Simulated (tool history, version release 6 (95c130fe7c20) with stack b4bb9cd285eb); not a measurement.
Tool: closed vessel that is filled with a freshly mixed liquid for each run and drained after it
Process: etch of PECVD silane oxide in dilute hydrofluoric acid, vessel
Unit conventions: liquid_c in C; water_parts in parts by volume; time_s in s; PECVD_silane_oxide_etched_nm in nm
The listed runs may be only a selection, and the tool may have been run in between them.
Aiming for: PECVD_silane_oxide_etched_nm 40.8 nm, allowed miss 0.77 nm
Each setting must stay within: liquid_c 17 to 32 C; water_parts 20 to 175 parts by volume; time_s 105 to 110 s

run	hour	liquid_c	water_parts	time_s	PECVD_silane_oxide_etched_nm
1	0	24	95	105	26.38
2	7.3	24	125	105	19.322
3	16	26	115	105	23.081
4	21	27.5	105	105	26.826
5	29.1	28.5	100	105	29.343
6	35.8	29.5	95	105	32.792
7	45	30	90	105	35.427
8	53.4	30.5	90	105	35.855

Next run, 4 choices. One meets every target within its allowed miss, the rest don't. Which?
A	61.8	30.5	80	105	?
B	61.8	30.5	80	110	?
C	61.8	30	80	110	?
D	61.8	29	95	105	?

move	PECVD_silane_oxide_etched_nm
A	40.983
B	42.935
C	42.125
D	31.906
A: all results in spec
B: pushes the last run's worst result past its target
C: pushes the last run's worst result past its target
D: further off than the last run
Correct choice: A, which meets every target
